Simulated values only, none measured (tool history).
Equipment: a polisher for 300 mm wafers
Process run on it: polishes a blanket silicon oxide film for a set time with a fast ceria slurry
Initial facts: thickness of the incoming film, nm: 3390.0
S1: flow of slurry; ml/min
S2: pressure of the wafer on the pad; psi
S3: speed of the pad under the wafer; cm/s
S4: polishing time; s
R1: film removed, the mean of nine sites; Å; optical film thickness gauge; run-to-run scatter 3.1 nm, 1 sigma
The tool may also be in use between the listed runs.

{"run": 1, "hour": 0.0, "S1": 220, "S2": 2.7, "S3": 110, "S4": 58, "R1": 8017}
{"run": 2, "hour": 1.3, "S1": 215, "S2": 2.5, "S3": 108, "S4": 58, "R1": 7277}
{"run": 3, "hour": 5.0, "S1": 215, "S2": 1.9, "S3": 108, "S4": 58, "R1": 5842.5}
{"run": 4, "hour": 13.1, "S1": 210, "S2": 1.8, "S3": 106, "S4": 58, "R1": 5397.5}
{"run": 5, "hour": 15.0, "S1": 205, "S2": 1.7, "S3": 106, "S4": 58, "R1": 5254.1}
{"run": 6, "hour": 17.7, "S1": 205, "S2": 1.7, "S3": 126, "S4": 58, "R1": 6192.1}
{"run": 7, "hour": 19.9, "S1": 200, "S2": 1.6, "S3": 122, "S4": 58, "R1": 5740.9}

Run 8 has not been measured yet. What should we expect?
{"run": 8, "hour": 28.2, "S1": 195, "S2": 1.5, "S3": 118, "S4": 58, "R1": "?"}

For run 8 the tool returned R1 5238.3 Å.
